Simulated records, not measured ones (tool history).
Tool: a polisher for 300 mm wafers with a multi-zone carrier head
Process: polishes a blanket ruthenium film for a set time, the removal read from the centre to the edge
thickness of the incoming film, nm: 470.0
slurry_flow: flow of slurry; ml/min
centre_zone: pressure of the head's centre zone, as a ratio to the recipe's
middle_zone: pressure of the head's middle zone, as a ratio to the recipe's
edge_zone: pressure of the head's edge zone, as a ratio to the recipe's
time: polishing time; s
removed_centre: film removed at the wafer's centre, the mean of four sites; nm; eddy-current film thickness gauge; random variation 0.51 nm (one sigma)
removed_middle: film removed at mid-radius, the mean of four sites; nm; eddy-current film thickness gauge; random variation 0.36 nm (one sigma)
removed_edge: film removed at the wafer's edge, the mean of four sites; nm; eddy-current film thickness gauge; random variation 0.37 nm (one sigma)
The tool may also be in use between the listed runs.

run 1 day=0 | slurry_flow=160 centre_zone=1 middle_zone=1 edge_zone=1 time=81 | removed_centre=65.917 removed_middle=67.09 removed_edge=68.484
run 2 day=0.196 | slurry_flow=145 centre_zone=0.99 middle_zone=0.97 edge_zone=0.96 time=80 | removed_centre=62.225 removed_middle=63.063 removed_edge=65.804
run 3 day=0.362 | slurry_flow=135 centre_zone=0.99 middle_zone=0.95 edge_zone=0.93 time=80 | removed_centre=60.865 removed_middle=60.632 removed_edge=63.899
run 4 day=0.675 | slurry_flow=125 centre_zone=0.99 middle_zone=0.94 edge_zone=0.91 time=80 | removed_centre=59.547 removed_middle=59.878 removed_edge=63.628
run 5 day=0.704 | slurry_flow=125 centre_zone=1.08 middle_zone=0.94 edge_zone=0.91 time=80 | removed_centre=65.373 removed_middle=59.614 removed_edge=63.767
run 6 day=0.738 | slurry_flow=125 centre_zone=1.08 middle_zone=0.94 edge_zone=0.91 time=65 | removed_centre=52.966 removed_middle=48.579 removed_edge=51.875
run 7 day=1.088 | slurry_flow=150 centre_zone=1.06 middle_zone=0.95 edge_zone=0.96 time=65 | removed_centre=54.822 removed_middle=50.509 removed_edge=54.164

Run 8 comes next. What will it give?
run 8 day=1.229 | slurry_flow=165 centre_zone=1.04 middle_zone=0.96 edge_zone=1 time=65 | removed_centre=? removed_middle=? removed_edge=?

Run 8 gave removed_centre 55.337 nm, removed_middle 52.9 nm, removed_edge 55.041 nm.

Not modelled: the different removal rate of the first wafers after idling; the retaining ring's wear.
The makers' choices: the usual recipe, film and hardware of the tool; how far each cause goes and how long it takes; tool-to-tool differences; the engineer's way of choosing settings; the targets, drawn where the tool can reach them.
